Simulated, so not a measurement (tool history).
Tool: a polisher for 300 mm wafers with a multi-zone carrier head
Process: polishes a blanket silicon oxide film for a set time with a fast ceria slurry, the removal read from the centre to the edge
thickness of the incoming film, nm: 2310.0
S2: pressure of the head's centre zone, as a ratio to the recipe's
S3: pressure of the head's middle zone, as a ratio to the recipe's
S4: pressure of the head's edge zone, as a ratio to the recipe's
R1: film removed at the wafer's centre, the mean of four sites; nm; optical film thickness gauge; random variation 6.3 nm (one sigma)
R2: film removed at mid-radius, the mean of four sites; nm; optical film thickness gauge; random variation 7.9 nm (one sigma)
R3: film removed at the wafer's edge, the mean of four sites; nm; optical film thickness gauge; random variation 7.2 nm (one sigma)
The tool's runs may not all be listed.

Run 1, day 0.000: flow of slurry (ml/min) 235, S2 1.00, S3 1.00, S4 1.00, polishing time (s) 75. Result: R1 817.06 nm, R2 794.81 nm, R3 796.67 nm.
Run 2, day 0.142: flow of slurry (ml/min) 235, S2 1.00, S3 0.99, S4 0.97, polishing time (s) 67. Result: R1 734.74 nm, R2 726.10 nm, R3 717.50 nm.
Run 3, day 0.479: flow of slurry (ml/min) 235, S2 1.01, S3 0.98, S4 0.96, polishing time (s) 60. Result: R1 663.24 nm, R2 637.59 nm, R3 624.53 nm.
Run 4, day 0.579: flow of slurry (ml/min) 235, S2 1.01, S3 1.02, S4 0.96, polishing time (s) 60. Result: R1 666.96 nm, R2 660.35 nm, R3 634.26 nm.
Run 5, day 0.688: flow of slurry (ml/min) 235, S2 1.01, S3 1.02, S4 0.88, polishing time (s) 60. Result: R1 672.82 nm, R2 654.61 nm, R3 624.63 nm.
Run 6, day 0.912: flow of slurry (ml/min) 235, S2 1.01, S3 1.02, S4 0.91, polishing time (s) 60. Result: R1 654.61 nm, R2 658.06 nm, R3 624.34 nm.
Run 7, day 1.042: flow of slurry (ml/min) 235, S2 1.01, S3 1.01, S4 0.91, polishing time (s) 57. Result: R1 633.88 nm, R2 625.14 nm, R3 586.78 nm.
Run 8, day 1.242: flow of slurry (ml/min) 230, S2 1.00, S3 0.99, S4 0.90, polishing time (s) 55. Result: R1 615.44 nm, R2 604.23 nm, R3 560.22 nm.

The next listed run, before its measurement:
Run 9, day 1.446: flow of slurry (ml/min) 235, S2 0.99, S3 0.97, S4 0.93, polishing time (s) 53. Result: R1 ?, R2 ?, R3 ?.

{"run 9": {"R1": 580.4, "R2": 571.61, "R3": 552.3}}
